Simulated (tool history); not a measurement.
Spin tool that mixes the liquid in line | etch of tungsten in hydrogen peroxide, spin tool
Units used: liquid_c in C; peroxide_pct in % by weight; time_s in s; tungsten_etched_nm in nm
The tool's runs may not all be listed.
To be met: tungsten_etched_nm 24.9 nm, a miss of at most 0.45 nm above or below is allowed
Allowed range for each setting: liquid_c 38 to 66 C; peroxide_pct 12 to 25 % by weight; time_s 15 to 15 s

Run 1, hour 0: liquid_c 54 C, peroxide_pct 17 % by weight, time_s 15 s. Result: tungsten_etched_nm 16.789 nm.
Run 2, hour 1.6: liquid_c 54 C, peroxide_pct 19.5 % by weight, time_s 15 s. Result: tungsten_etched_nm 17.778 nm.
Run 3, hour 8.9: liquid_c 54.5 C, peroxide_pct 19.5 % by weight, time_s 15 s. Result: tungsten_etched_nm 18.338 nm.
Run 4, hour 16.3: liquid_c 54.5 C, peroxide_pct 19.5 % by weight, time_s 15 s. Result: tungsten_etched_nm 18.323 nm.
Run 5, hour 24: liquid_c 54.5 C, peroxide_pct 19.5 % by weight, time_s 15 s. Result: tungsten_etched_nm 18.497 nm.
Run 6, hour 32.8: liquid_c 55 C, peroxide_pct 19.5 % by weight, time_s 15 s. Result: tungsten_etched_nm 18.86 nm.
Run 7, hour 40.7: liquid_c 55 C, peroxide_pct 19.5 % by weight, time_s 15 s. Result: tungsten_etched_nm 19.148 nm.
Run 8, hour 42.4: liquid_c 55.5 C, peroxide_pct 19.5 % by weight, time_s 15 s. Result: tungsten_etched_nm 19.674 nm.
Run 9, hour 46.8: liquid_c 56 C, peroxide_pct 19.5 % by weight, time_s 15 s. Result: tungsten_etched_nm 20.148 nm.
Run 10, hour 48.3: liquid_c 60.5 C, peroxide_pct 19.5 % by weight, time_s 15 s. Result: tungsten_etched_nm 26.52 nm.
Run 11, hour 50.3: liquid_c 60 C, peroxide_pct 19.5 % by weight, time_s 15 s. Result: tungsten_etched_nm 25.622 nm.

Exercise: of the 4 proposed moves below, exactly one satisfies all targets within the stated allowed misses. Which move is it?
Run A, hour 52.3: liquid_c 59.5 C, peroxide_pct 18.5 % by weight, time_s 15 s. Result: tungsten_etched_nm ?.
Run B, hour 52.3: liquid_c 58 C, peroxide_pct 21.5 % by weight, time_s 15 s. Result: tungsten_etched_nm ?.
Run C, hour 52.3: liquid_c 60 C, peroxide_pct 17 % by weight, time_s 15 s. Result: tungsten_etched_nm ?.
Run D, hour 52.3: liquid_c 59.5 C, peroxide_pct 19.5 % by weight, time_s 15 s. Result: tungsten_etched_nm ?.

move  tungsten_etched_nm
   A              24.369
   B              24.047
   C              24.055
   D              25.019
A: takes the result that was furthest off past its target
B: takes the result that was furthest off past its target
C: takes the result that was furthest off past its target
D: meets every target
So the answer is move D, the one that meets all the targets.
